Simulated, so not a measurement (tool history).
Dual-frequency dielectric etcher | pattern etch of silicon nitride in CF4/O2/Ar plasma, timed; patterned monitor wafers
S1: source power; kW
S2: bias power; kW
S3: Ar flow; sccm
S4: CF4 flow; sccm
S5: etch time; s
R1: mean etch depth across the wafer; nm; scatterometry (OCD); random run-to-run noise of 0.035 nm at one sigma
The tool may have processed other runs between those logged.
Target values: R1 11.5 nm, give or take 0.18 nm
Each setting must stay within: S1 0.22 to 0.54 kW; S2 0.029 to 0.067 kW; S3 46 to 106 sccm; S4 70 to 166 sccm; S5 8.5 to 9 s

{"run": 1, "hour": 0.0, "S1": 0.38, "S2": 0.048, "S3": 76, "S4": 118, "S5": 9, "R1": 14.117}
{"run": 2, "hour": 0.9, "S1": 0.38, "S2": 0.048, "S3": 71, "S4": 118, "S5": 9, "R1": 14.174}
{"run": 3, "hour": 2.4, "S1": 0.37, "S2": 0.048, "S3": 71, "S4": 118, "S5": 9, "R1": 13.848}
{"run": 4, "hour": 8.4, "S1": 0.37, "S2": 0.048, "S3": 71, "S4": 118, "S5": 9, "R1": 13.818}
{"run": 5, "hour": 13.6, "S1": 0.36, "S2": 0.048, "S3": 71, "S4": 118, "S5": 9, "R1": 13.536}
{"run": 6, "hour": 16.8, "S1": 0.36, "S2": 0.054, "S3": 71, "S4": 118, "S5": 9, "R1": 14.195}
{"run": 7, "hour": 22.8, "S1": 0.35, "S2": 0.054, "S3": 71, "S4": 118, "S5": 9, "R1": 13.893}
{"run": 8, "hour": 31.6, "S1": 0.34, "S2": 0.054, "S3": 71, "S4": 118, "S5": 9, "R1": 13.511}
{"run": 9, "hour": 35.2, "S1": 0.33, "S2": 0.054, "S3": 71, "S4": 118, "S5": 9, "R1": 13.128}
{"run": 10, "hour": 42.7, "S1": 0.27, "S2": 0.054, "S3": 71, "S4": 118, "S5": 9, "R1": 11.057}

Exactly one of the 5 candidate moves below puts every result within its allowed miss. Which one?
{"run": "A", "hour": 50.2, "S1": 0.25, "S2": 0.054, "S3": 65, "S4": 129, "S5": 9, "R1": "?"}
{"run": "B", "hour": 50.2, "S1": 0.27, "S2": 0.054, "S3": 77, "S4": 119, "S5": 8.5, "R1": "?"}
{"run": "C", "hour": 50.2, "S1": 0.27, "S2": 0.059, "S3": 78, "S4": 116, "S5": 9, "R1": "?"}
{"run": "D", "hour": 50.2, "S1": 0.25, "S2": 0.055, "S3": 72, "S4": 117, "S5": 9, "R1": "?"}
{"run": "E", "hour": 50.2, "S1": 0.27, "S2": 0.057, "S3": 67, "S4": 94, "S5": 8.5, "R1": "?"}

move=A R1=10.453
move=B R1=10.358
move=C R1=11.385
move=D R1=10.381
move=E R1=10.515
A: the biggest miss grows against the last run
B: the biggest miss grows against the last run
C: each result inside its tolerance
D: the biggest miss grows against the last run
E: the biggest miss grows against the last run
C meets every target.
